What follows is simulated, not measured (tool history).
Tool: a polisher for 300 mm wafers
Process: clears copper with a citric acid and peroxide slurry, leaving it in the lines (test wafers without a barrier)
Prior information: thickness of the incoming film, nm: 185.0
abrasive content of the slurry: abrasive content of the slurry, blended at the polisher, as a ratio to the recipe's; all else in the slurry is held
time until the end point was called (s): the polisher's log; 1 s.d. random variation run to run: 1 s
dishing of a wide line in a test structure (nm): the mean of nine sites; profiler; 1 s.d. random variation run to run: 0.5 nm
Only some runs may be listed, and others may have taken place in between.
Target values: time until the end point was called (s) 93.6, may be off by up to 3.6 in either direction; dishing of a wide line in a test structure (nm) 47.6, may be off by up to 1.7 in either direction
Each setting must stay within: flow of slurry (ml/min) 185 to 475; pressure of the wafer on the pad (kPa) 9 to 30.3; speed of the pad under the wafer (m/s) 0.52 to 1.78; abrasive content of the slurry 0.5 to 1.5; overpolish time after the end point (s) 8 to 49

run	day	flow of slurry (ml/min)	pressure of the wafer on the pad (kPa)	speed of the pad under the wafer (m/s)	abrasive content of the slurry	overpolish time after the end point (s)	time until the end point was called (s)	dishing of a wide line in a test structure (nm)
1	0	305	19.3	1.14	1	25	97.612	31.178
2	0.283	305	19.3	1.14	1	32	97.661	37.279
3	0.6	305	19.3	1.4	1	32	80.314	43.035
4	0.708	305	19.3	1.4	1	38	80.851	47.806
5	1.025	305	19.3	1.4	0.85	38	82.757	46.657
6	1.271	305	19.3	1.4	0.85	48	82.245	53.359
7	1.425	305	18.6	1.4	0.85	48	86.19	52.424
8	1.654	305	17.9	1.4	0.85	48	89.46	51.916
9	1.875	305	17.9	1.4	0.85	47	87.391	51.345
10	1.992	305	17.2	1.4	0.85	47	90.605	49.773

Which one of the following 5 next-run settings gets every result inside its allowed miss? There is exactly one.
A	2.108	300	15.9	1.62	0.9	39	?	?
B	2.108	410	17.9	1.5	0.65	43	?	?
C	2.108	305	17.9	1.46	0.85	44	?	?
D	2.108	215	16.5	1.4	1.1	45	?	?
E	2.108	310	19.3	1.36	0.8	48	?	?

move	time until the end point was called (s)	dishing of a wide line in a test structure (nm)
A	86.056	45.831
B	85.748	49.295
C	85.389	50.101
D	94.272	47.538
E	86.046	52.821
A: moves the result that the last run missed by most past its target, out the other side
B: the worst result of the last run now meets its target, but another is out of spec
C: further off than the last run
D: each result inside its tolerance
E: further off than the last run
So the answer is move D, the one that meets all the targets.
